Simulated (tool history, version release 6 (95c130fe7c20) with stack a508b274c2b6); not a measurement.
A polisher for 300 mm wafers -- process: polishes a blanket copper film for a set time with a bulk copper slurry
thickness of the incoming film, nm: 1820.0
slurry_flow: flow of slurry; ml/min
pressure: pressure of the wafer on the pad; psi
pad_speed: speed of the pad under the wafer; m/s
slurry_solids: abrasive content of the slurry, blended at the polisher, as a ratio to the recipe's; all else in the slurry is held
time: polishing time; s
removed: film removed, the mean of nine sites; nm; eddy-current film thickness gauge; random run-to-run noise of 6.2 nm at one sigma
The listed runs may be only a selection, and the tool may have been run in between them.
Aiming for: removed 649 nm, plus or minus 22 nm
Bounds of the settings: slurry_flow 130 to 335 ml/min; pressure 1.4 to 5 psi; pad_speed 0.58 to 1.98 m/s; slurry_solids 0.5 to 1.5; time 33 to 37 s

run    day  slurry_flow  pressure  pad_speed  slurry_solids  time  removed
  1      0          215       3.2       1.28              1    37   515.73
  2  0.333          215       3.2       1.18              1    37   477.33
  3   0.65          245       3.2       1.18              1    37    483.9
  4  0.746          245       3.4       1.18              1    37   515.82
  5  0.812          245       3.5       1.18              1    37    536.8
  6  0.988          225       3.5       1.18              1    37   529.19
  7   1.05          225       3.6       1.18              1    37   536.34
  8  1.208          230       3.7       1.18              1    37   554.97

Consider the 4 candidate settings below. Which is the only one whose results all fall within their allowed miss of target?
  A  1.367          200       3.4       1.74            1.2    35        ?
  B  1.367          205       3.7       1.36           0.85    37        ?
  C  1.367          215         5        1.2            1.1    34        ?
  D  1.367          265       4.7        1.1           0.85    37        ?

move  removed
   A   732.94
   B   618.52
   C   715.21
   D   652.19
A: pushes the last run's worst result past its target
B: better than the last run, though not everything is in spec
C: pushes the last run's worst result past its target
D: every result within its allowed miss
Move D is the one to make.
